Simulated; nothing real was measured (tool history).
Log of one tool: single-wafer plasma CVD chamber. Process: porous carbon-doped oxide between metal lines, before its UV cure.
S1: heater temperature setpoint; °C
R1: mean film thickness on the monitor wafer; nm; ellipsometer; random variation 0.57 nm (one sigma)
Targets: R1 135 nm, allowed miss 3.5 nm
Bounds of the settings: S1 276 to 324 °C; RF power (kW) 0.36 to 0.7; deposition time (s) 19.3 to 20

Run 1, hour 0: S1 300 °C, RF power (kW) 0.53, deposition time (s) 19.3. Result: R1 114.86 nm.
Run 2, hour 0.6: S1 298 °C, RF power (kW) 0.535, deposition time (s) 19.3. Result: R1 116.87 nm.
Run 3, hour 1.3: S1 306 °C, RF power (kW) 0.535, deposition time (s) 19.3. Result: R1 111.92 nm.
Run 4, hour 5.9: S1 306 °C, RF power (kW) 0.485, deposition time (s) 19.3. Result: R1 104.74 nm.
Run 5, hour 10.3: S1 303 °C, RF power (kW) 0.5, deposition time (s) 19.3. Result: R1 108.21 nm.
Run 6, hour 17.4: S1 314 °C, RF power (kW) 0.5, deposition time (s) 19.3. Result: R1 103.32 nm.
Run 7, hour 22.7: S1 302 °C, RF power (kW) 0.585, deposition time (s) 19.8. Result: R1 125.17 nm.
Run 8, hour 30.2: S1 301 °C, RF power (kW) 0.59, deposition time (s) 19.8. Result: R1 126.08 nm.
Run 9, hour 37.3: S1 300 °C, RF power (kW) 0.595, deposition time (s) 19.8. Result: R1 127.82 nm.
Run 10, hour 45.9: S1 299 °C, RF power (kW) 0.595, deposition time (s) 19.8. Result: R1 128.21 nm.
Run 11, hour 50.8: S1 298 °C, RF power (kW) 0.595, deposition time (s) 19.8. Result: R1 128.26 nm.

Which of these 5 next moves meets every target?
Run A, hour 55.7: S1 289 °C, RF power (kW) 0.675, deposition time (s) 19.3. Result: R1 ?.
Run B, hour 55.7: S1 299 °C, RF power (kW) 0.625, deposition time (s) 20. Result: R1 ?.
Run C, hour 55.7: S1 299 °C, RF power (kW) 0.56, deposition time (s) 19.3. Result: R1 ?.
Run D, hour 55.7: S1 298 °C, RF power (kW) 0.58, deposition time (s) 19.9. Result: R1 ?.
Run E, hour 55.7: S1 296 °C, RF power (kW) 0.665, deposition time (s) 20. Result: R1 ?.

move      R1
   A  142.32
   B  132.71
   C  118.81
   D  126.04
   E  140.61
A: takes the result that was furthest off past its target
B: meets every target
C: further off than the last run
D: further off than the last run
E: takes the result that was furthest off past its target
Answer: B

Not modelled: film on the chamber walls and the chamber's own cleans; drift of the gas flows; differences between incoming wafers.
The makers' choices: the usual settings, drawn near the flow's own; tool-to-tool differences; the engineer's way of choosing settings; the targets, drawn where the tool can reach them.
